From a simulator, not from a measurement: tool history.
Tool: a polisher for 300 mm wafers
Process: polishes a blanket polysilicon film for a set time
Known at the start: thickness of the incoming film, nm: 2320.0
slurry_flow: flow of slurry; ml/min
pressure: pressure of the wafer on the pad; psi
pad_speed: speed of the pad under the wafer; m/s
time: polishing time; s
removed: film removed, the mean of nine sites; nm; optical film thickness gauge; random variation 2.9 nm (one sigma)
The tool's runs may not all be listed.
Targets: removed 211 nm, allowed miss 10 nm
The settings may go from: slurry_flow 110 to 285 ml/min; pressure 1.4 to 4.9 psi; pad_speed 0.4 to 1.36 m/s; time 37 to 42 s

Run 1, hour 0: slurry_flow 180 ml/min, pressure 3.1 psi, pad_speed 0.88 m/s, time 42 s. Result: removed 346.48 nm.
Run 2, hour 3.2: slurry_flow 180 ml/min, pressure 2.8 psi, pad_speed 0.88 m/s, time 42 s. Result: removed 316.06 nm.
Run 3, hour 10.9: slurry_flow 180 ml/min, pressure 3.4 psi, pad_speed 0.88 m/s, time 42 s. Result: removed 371.74 nm.
Run 4, hour 18.6: slurry_flow 180 ml/min, pressure 2.9 psi, pad_speed 0.86 m/s, time 42 s. Result: removed 311.7 nm.
Run 5, hour 24.1: slurry_flow 180 ml/min, pressure 2.9 psi, pad_speed 0.86 m/s, time 42 s. Result: removed 313.56 nm.
Run 6, hour 29.5: slurry_flow 140 ml/min, pressure 2.9 psi, pad_speed 0.86 m/s, time 42 s. Result: removed 304.78 nm.
Run 7, hour 36: slurry_flow 140 ml/min, pressure 2.6 psi, pad_speed 0.86 m/s, time 42 s. Result: removed 273.46 nm.
Run 8, hour 44.2: slurry_flow 140 ml/min, pressure 2.4 psi, pad_speed 0.86 m/s, time 42 s. Result: removed 257.94 nm.
Run 9, hour 52.5: slurry_flow 140 ml/min, pressure 2.3 psi, pad_speed 0.86 m/s, time 42 s. Result: removed 249.76 nm.
Run 10, hour 58.6: slurry_flow 140 ml/min, pressure 2.2 psi, pad_speed 0.86 m/s, time 42 s. Result: removed 235.98 nm.
Run 11, hour 66.4: slurry_flow 140 ml/min, pressure 2.1 psi, pad_speed 0.86 m/s, time 42 s. Result: removed 229.38 nm.

5 next moves are on the table. One of them brings every result within its allowed miss. Which?
Run A, hour 74.2: slurry_flow 115 ml/min, pressure 2.3 psi, pad_speed 0.68 m/s, time 42 s. Result: removed ?.
Run B, hour 74.2: slurry_flow 120 ml/min, pressure 1.8 psi, pad_speed 0.94 m/s, time 42 s. Result: removed ?.
Run C, hour 74.2: slurry_flow 155 ml/min, pressure 2.1 psi, pad_speed 1.02 m/s, time 42 s. Result: removed ?.
Run D, hour 74.2: slurry_flow 120 ml/min, pressure 2.7 psi, pad_speed 0.8 m/s, time 42 s. Result: removed ?.
Run E, hour 74.2: slurry_flow 145 ml/min, pressure 1.6 psi, pad_speed 0.9 m/s, time 42 s. Result: removed ?.

move  removed
   A    189.3
   B   206.05
   C   267.02
   D   259.88
   E   181.09
A: takes the result that was furthest off past its target
B: meets every target
C: further off than the last run
D: further off than the last run
E: takes the result that was furthest off past its target
The right move is B.
